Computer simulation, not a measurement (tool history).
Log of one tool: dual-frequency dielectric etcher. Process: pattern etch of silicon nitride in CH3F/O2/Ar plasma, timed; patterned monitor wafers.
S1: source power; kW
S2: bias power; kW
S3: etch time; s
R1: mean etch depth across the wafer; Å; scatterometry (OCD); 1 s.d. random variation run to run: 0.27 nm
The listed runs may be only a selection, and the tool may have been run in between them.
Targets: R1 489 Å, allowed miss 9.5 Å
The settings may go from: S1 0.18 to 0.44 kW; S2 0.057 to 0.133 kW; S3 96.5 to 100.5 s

| run | hour | S1 | S2 | S3 | R1 |
|---|---|---|---|---|---|
| 1 | 0 | 0.31 | 0.095 | 96.5 | 588.55 |
| 2 | 6.2 | 0.36 | 0.095 | 96.5 | 612.03 |
| 3 | 8.6 | 0.41 | 0.095 | 96.5 | 637.73 |
| 4 | 12.7 | 0.41 | 0.095 | 100.5 | 659.37 |
| 5 | 15.9 | 0.36 | 0.083 | 99 | 609.13 |
| 6 | 19.8 | 0.36 | 0.076 | 99 | 593.48 |
| 7 | 24.3 | 0.3 | 0.066 | 98.5 | 544.48 |
| 8 | 30.1 | 0.27 | 0.063 | 98 | 524.7 |
| 9 | 34.3 | 0.25 | 0.061 | 98 | 506.09 |
| 10 | 39 | 0.24 | 0.06 | 98 | 499.54 |

Consider the 5 candidate settings below. Which is the only one whose results all fall within their allowed miss of target?
| A | 43.7 | 0.18 | 0.06 | 98.5 | ? |
| B | 43.7 | 0.24 | 0.057 | 100.5 | ? |
| C | 43.7 | 0.21 | 0.057 | 97 | ? |
| D | 43.7 | 0.25 | 0.057 | 96.5 | ? |
| E | 43.7 | 0.29 | 0.063 | 96.5 | ? |

| move | R1 |
|---|---|
| A | 469.78 |
| B | 505.82 |
| C | 473.18 |
| D | 490.51 |
| E | 520.5 |
A: the result that was furthest off in the last run now lies on the other side of its target
B: further off than the last run
C: the result that was furthest off in the last run now lies on the other side of its target
D: all results in spec
E: further off than the last run
So the answer is move D, the one that meets all the targets.
